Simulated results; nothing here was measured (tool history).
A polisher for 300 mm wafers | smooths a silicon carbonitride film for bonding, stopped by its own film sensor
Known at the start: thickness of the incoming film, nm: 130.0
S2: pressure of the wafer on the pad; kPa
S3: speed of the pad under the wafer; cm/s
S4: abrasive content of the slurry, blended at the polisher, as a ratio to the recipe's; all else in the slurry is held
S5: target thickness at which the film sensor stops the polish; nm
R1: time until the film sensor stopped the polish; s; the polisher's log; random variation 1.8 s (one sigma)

run 1 hour=0 | flow_of_slurry_(ml/min)=225 S2=13.1 S3=104 S4=1 S5=113 | R1=80.9
run 2 hour=1.9 | flow_of_slurry_(ml/min)=225 S2=13.1 S3=104 S4=1 S5=115 | R1=70.463
run 3 hour=8.7 | flow_of_slurry_(ml/min)=225 S2=13.1 S3=116 S4=1 S5=115 | R1=66.827
run 4 hour=9.4 | flow_of_slurry_(ml/min)=225 S2=13.1 S3=116 S4=1 S5=115 | R1=66.125
run 5 hour=10.9 | flow_of_slurry_(ml/min)=225 S2=13.1 S3=128 S4=1 S5=115 | R1=60.845
run 6 hour=18.4 | flow_of_slurry_(ml/min)=225 S2=15.2 S3=128 S4=1 S5=115 | R1=52.82
run 7 hour=26.9 | flow_of_slurry_(ml/min)=225 S2=13.1 S3=122 S4=1 S5=115 | R1=60.369

The next listed run, before its measurement:
run 8 hour=34.5 | flow_of_slurry_(ml/min)=225 S2=11.7 S3=114 S4=1 S5=115 | R1=?

R1: 75.01 s
